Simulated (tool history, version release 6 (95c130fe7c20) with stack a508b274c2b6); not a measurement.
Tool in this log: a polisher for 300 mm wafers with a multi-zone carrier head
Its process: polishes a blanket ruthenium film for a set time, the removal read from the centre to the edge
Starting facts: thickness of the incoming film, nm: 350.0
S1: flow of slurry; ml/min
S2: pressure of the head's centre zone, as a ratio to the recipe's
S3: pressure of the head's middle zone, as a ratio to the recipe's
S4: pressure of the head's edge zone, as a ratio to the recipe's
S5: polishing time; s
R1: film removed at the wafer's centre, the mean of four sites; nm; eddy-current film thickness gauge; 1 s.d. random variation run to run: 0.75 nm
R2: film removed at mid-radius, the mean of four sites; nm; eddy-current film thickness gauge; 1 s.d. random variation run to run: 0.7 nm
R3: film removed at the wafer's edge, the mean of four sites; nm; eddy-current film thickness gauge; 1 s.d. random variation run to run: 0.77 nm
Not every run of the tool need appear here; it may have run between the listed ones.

run	hour	S1	S2	S3	S4	S5	R1	R2	R3
1	0	170	1	1	1	65	78.001	75.924	76.304
2	3.8	170	1	1.01	0.98	63	73.592	75.448	71.044
3	11.7	170	1	1.01	0.98	50	58.917	60.776	57.199
4	16	170	1.03	1.01	0.98	50	61.257	59.656	58.397
5	25	170	1.03	1.02	0.97	50	63.48	61.595	55.857
6	27.9	170	0.95	1.02	0.97	50	58.313	61.247	57.139
7	29.9	170	0.95	1.02	0.97	50	58.215	60.163	59.5
8	34.4	170	0.95	1.03	0.96	50	56.923	61.886	56.959
9	40.4	170	0.95	1.03	0.95	50	57.073	61.692	56.25
10	48	175	0.96	1.05	0.93	50	58.253	61.905	57.158
11	52.3	170	0.96	1.06	0.92	50	58.006	62.546	56.375

Run 12 comes next. What will it give?
12	58.8	170	0.96	1.07	0.91	50	?	?	?

R1: 56.105 nm
R2: 63.574 nm
R3: 56.664 nm

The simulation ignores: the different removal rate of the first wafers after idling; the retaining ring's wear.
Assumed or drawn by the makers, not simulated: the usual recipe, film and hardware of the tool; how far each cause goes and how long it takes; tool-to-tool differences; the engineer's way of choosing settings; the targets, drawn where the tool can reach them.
